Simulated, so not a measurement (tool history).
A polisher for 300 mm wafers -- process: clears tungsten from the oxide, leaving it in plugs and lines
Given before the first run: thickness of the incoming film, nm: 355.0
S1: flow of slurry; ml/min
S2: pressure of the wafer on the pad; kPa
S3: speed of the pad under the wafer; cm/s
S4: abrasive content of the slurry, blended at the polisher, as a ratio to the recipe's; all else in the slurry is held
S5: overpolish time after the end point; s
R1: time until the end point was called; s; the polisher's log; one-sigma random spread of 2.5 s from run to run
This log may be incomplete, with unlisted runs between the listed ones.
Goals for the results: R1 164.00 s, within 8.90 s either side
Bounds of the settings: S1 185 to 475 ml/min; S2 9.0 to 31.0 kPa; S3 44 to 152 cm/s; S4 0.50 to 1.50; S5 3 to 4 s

| run | day | S1 | S2 | S3 | S4 | S5 | R1 |
|---|---|---|---|---|---|---|---|
| 1 | 0.000 | 305 | 20.0 | 98 | 1.00 | 4 | 118.62 |
| 2 | 0.258 | 305 | 18.6 | 98 | 1.00 | 4 | 121.26 |
| 3 | 0.442 | 305 | 18.6 | 98 | 1.00 | 4 | 125.24 |
| 4 | 0.533 | 375 | 18.6 | 98 | 1.00 | 4 | 122.71 |
| 5 | 0.688 | 375 | 22.1 | 98 | 1.00 | 4 | 108.81 |
| 6 | 0.729 | 375 | 20.0 | 96 | 1.00 | 4 | 112.86 |
| 7 | 0.771 | 365 | 17.9 | 94 | 1.00 | 4 | 129.15 |
|  | 0.896 | slurry nozzle cleaned |
| 8 | 0.896 | 365 | 16.5 | 92 | 1.00 | 4 | 137.86 |
| 9 | 1.196 | 365 | 15.9 | 92 | 1.00 | 4 | 140.86 |
| 10 | 1.512 | 365 | 15.2 | 92 | 1.00 | 4 | 145.03 |
| 11 | 1.592 | 365 | 15.2 | 92 | 1.00 | 4 | 140.94 |
| 12 | 1.646 | 365 | 14.5 | 90 | 1.00 | 4 | 152.76 |

4 next moves are on the table. One of them brings every result within its allowed miss. Which?
| A | 1.700 | 380 | 15.2 | 96 | 1.05 | 4 | ? |
| B | 1.700 | 345 | 13.8 | 98 | 1.15 | 3 | ? |
| C | 1.700 | 390 | 19.3 | 70 | 0.75 | 3 | ? |
| D | 1.700 | 340 | 13.1 | 106 | 0.95 | 4 | ? |

| move | R1 |
|---|---|
| A | 136.53 |
| B | 141.78 |
| C | 162.65 |
| D | 141.44 |
A: the biggest miss grows against the last run
B: the biggest miss grows against the last run
C: all results in spec
D: the biggest miss grows against the last run
Correct choice: C, which meets every target
